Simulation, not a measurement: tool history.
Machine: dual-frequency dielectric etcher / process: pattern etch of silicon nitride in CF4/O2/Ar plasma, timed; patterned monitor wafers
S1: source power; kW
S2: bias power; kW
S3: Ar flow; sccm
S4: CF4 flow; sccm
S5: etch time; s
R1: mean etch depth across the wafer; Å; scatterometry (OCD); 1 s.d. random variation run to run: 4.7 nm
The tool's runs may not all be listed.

Run 1, hour 0.0: S1 0.740 kW, S2 0.053 kW, S3 125 sccm, S4 109 sccm, S5 609 s. Result: R1 14962 Å.
Run 2, hour 6.5: S1 0.690 kW, S2 0.053 kW, S3 125 sccm, S4 109 sccm, S5 609 s. Result: R1 14394 Å.
Run 3, hour 7.7: S1 0.690 kW, S2 0.053 kW, S3 125 sccm, S4 128 sccm, S5 609 s. Result: R1 14790 Å.
Run 4, hour 12.9: S1 0.640 kW, S2 0.053 kW, S3 125 sccm, S4 128 sccm, S5 609 s. Result: R1 14128 Å.
Run 5, hour 16.0: S1 0.540 kW, S2 0.053 kW, S3 125 sccm, S4 128 sccm, S5 609 s. Result: R1 12792 Å.
Run 6, hour 23.6: S1 0.610 kW, S2 0.053 kW, S3 125 sccm, S4 128 sccm, S5 609 s. Result: R1 13714 Å.

Run 7, settings as shown, results not yet in. Your forecast:
Run 7, hour 25.9: S1 0.570 kW, S2 0.053 kW, S3 125 sccm, S4 128 sccm, S5 609 s. Result: R1 ?.

Run 7 came out at R1 13210 Å.

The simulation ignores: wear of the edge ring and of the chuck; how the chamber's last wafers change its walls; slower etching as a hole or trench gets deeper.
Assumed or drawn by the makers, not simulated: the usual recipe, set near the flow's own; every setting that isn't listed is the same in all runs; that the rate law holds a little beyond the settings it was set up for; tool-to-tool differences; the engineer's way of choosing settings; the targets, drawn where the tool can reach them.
